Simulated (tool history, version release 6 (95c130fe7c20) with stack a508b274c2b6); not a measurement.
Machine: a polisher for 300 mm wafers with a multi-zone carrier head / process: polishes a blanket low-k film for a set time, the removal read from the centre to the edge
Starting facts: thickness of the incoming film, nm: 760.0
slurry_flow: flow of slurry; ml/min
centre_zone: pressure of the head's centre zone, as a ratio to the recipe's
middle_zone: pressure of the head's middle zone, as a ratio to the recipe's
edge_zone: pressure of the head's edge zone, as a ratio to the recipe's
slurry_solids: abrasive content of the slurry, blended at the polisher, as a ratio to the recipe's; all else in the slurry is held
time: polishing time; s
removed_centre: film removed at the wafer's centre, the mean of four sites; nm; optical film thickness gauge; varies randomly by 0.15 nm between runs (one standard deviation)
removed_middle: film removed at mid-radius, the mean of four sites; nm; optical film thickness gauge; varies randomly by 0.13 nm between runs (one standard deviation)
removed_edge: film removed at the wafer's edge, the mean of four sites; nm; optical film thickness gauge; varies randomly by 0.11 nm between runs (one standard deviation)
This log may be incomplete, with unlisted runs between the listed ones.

| run | hour | slurry_flow | centre_zone | middle_zone | edge_zone | slurry_solids | time | removed_centre | removed_middle | removed_edge |
|---|---|---|---|---|---|---|---|---|---|---|
| 1 | 0 | 280 | 1 | 1 | 1 | 1 | 56 | 17.281 | 17.85 | 17.203 |
| 2 | 5.2 | 280 | 0.97 | 1.01 | 0.97 | 0.9 | 56 | 15.831 | 17.149 | 16.3 |
| 3 | 13.9 | 280 | 0.97 | 0.93 | 0.97 | 0.9 | 56 | 15.863 | 16.139 | 16.367 |
| 4 | 20 | 235 | 0.97 | 0.93 | 0.97 | 0.9 | 56 | 15.845 | 16.023 | 16.326 |
| 5 | 25.2 | 265 | 0.97 | 0.93 | 0.97 | 0.9 | 56 | 15.664 | 16.224 | 16.503 |
| 6 | 28.8 | 265 | 0.96 | 0.96 | 0.94 | 0.8 | 56 | 14.945 | 15.678 | 15.5 |
| 7 | 30.3 | 270 | 0.95 | 0.99 | 0.92 | 0.75 | 56 | 14.407 | 16.038 | 15.024 |
| 8 | 33.1 | 255 | 0.9 | 0.99 | 0.82 | 0.5 | 56 | 12.101 | 13.434 | 12.327 |
| 9 | 35.8 | 265 | 0.9 | 1 | 0.83 | 0.5 | 56 | 11.811 | 13.718 | 12.338 |
| 10 | 41.5 | 270 | 0.9 | 1.01 | 0.84 | 0.5 | 56 | 11.908 | 13.978 | 12.421 |

What will run 11 give?
| 11 | 49.3 | 275 | 0.9 | 1.01 | 0.85 | 0.5 | 56 | ? | ? | ? |

For run 11 the tool returned removed_centre 11.758 nm, removed_middle 13.796 nm, removed_edge 12.877 nm.
